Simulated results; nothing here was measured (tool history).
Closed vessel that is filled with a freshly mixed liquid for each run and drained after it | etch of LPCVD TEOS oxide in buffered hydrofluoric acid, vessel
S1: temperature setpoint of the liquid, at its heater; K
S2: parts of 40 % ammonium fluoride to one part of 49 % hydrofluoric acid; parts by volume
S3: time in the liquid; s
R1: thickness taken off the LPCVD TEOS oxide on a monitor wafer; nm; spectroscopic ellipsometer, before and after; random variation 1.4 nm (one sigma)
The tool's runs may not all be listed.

run 1 hour=0.0 | S1=293.15 S2=7.5 S3=85 | R1=181.45
run 2 hour=2.9 | S1=290.65 S2=7.5 S3=85 | R1=157.32
run 3 hour=8.1 | S1=291.65 S2=7.5 S3=85 | R1=166.01
run 4 hour=14.1 | S1=292.65 S2=7.5 S3=85 | R1=174.93
run 5 hour=22.9 | S1=293.65 S2=7.5 S3=85 | R1=185.03
run 6 hour=25.7 | S1=294.15 S2=7.5 S3=85 | R1=192.15

Run 7 comes next. What will it give?
run 7 hour=33.2 | S1=294.65 S2=7.5 S3=85 | R1=?

Run 7 gave R1 195.40 nm.

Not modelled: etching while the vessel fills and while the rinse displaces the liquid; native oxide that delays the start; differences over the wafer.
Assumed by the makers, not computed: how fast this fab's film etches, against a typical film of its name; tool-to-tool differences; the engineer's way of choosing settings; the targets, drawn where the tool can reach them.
